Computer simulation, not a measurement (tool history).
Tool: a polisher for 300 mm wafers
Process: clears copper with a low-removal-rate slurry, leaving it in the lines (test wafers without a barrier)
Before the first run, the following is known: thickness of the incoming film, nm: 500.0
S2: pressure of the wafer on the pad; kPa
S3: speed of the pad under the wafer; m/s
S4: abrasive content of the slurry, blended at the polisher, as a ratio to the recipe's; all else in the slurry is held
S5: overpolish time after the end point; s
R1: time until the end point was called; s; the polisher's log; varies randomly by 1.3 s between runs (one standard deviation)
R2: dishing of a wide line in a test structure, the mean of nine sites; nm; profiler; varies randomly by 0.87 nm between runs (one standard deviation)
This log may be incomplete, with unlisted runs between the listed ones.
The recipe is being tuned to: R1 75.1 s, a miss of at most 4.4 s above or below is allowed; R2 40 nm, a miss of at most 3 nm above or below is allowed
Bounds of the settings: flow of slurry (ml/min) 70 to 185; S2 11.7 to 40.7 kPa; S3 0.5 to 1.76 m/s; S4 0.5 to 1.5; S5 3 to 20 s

{"run": 1, "day": 0.0, "flow of slurry (ml/min)": 120, "S2": 26.2, "S3": 1.12, "S4": 1, "S5": 10, "R1": 147.05, "R2": 26.179}
{"run": 2, "day": 0.158, "flow of slurry (ml/min)": 120, "S2": 27.6, "S3": 1.14, "S4": 1, "S5": 10, "R1": 138.02, "R2": 27.838}
{"run": 3, "day": 0.429, "flow of slurry (ml/min)": 120, "S2": 27.6, "S3": 1.14, "S4": 1, "S5": 6, "R1": 135.12, "R2": 16.972}
{"run": 4, "day": 0.558, "flow of slurry (ml/min)": 120, "S2": 27.6, "S3": 1.14, "S4": 1, "S5": 8, "R1": 135.37, "R2": 23.013}
{"run": 5, "day": 0.9, "flow of slurry (ml/min)": 120, "S2": 27.6, "S3": 1.26, "S4": 1, "S5": 8, "R1": 125.32, "R2": 24.268}
{"day": 1.242, "done": "slurry blender recalibrated"}
{"run": 6, "day": 1.242, "flow of slurry (ml/min)": 120, "S2": 29, "S3": 1.26, "S4": 1, "S5": 8, "R1": 107.6, "R2": 27.198}
{"run": 7, "day": 1.6, "flow of slurry (ml/min)": 120, "S2": 29.6, "S3": 1.26, "S4": 1, "S5": 8, "R1": 107.8, "R2": 28.978}
{"run": 8, "day": 1.675, "flow of slurry (ml/min)": 120, "S2": 30.3, "S3": 1.26, "S4": 1, "S5": 8, "R1": 107.55, "R2": 28.506}
{"run": 9, "day": 1.996, "flow of slurry (ml/min)": 120, "S2": 31, "S3": 1.26, "S4": 1, "S5": 8, "R1": 104.13, "R2": 31.013}
{"run": 10, "day": 2.183, "flow of slurry (ml/min)": 120, "S2": 31.7, "S3": 1.26, "S4": 1, "S5": 8, "R1": 97.604, "R2": 28.805}
{"run": 11, "day": 2.354, "flow of slurry (ml/min)": 120, "S2": 32.4, "S3": 1.26, "S4": 1, "S5": 8, "R1": 99.587, "R2": 31.852}
{"run": 12, "day": 2.579, "flow of slurry (ml/min)": 135, "S2": 39.3, "S3": 1.32, "S4": 1, "S5": 6, "R1": 77.768, "R2": 29.517}
{"run": 13, "day": 2.896, "flow of slurry (ml/min)": 135, "S2": 35.9, "S3": 1.46, "S4": 1, "S5": 9, "R1": 77.716, "R2": 43.656}

Which of these 4 next moves meets every target?
{"run": "A", "day": 3.212, "flow of slurry (ml/min)": 150, "S2": 39.3, "S3": 1.32, "S4": 1, "S5": 8, "R1": "?", "R2": "?"}
{"run": "B", "day": 3.212, "flow of slurry (ml/min)": 135, "S2": 37.9, "S3": 1.42, "S4": 1.05, "S5": 10, "R1": "?", "R2": "?"}
{"run": "C", "day": 3.212, "flow of slurry (ml/min)": 120, "S2": 37.9, "S3": 1.26, "S4": 1, "S5": 11, "R1": "?", "R2": "?"}
{"run": "D", "day": 3.212, "flow of slurry (ml/min)": 185, "S2": 33.8, "S3": 1.52, "S4": 0.9, "S5": 11, "R1": "?", "R2": "?"}

move=A R1=76.695 R2=40.603
move=B R1=74.563 R2=50.847
move=C R1=84.857 R2=49.334
move=D R1=79.803 R2=51.872
A: every result lands within tolerance
B: lands further from the targets than the last run did
C: lands further from the targets than the last run did
D: lands further from the targets than the last run did
Go with A: it meets all targets.
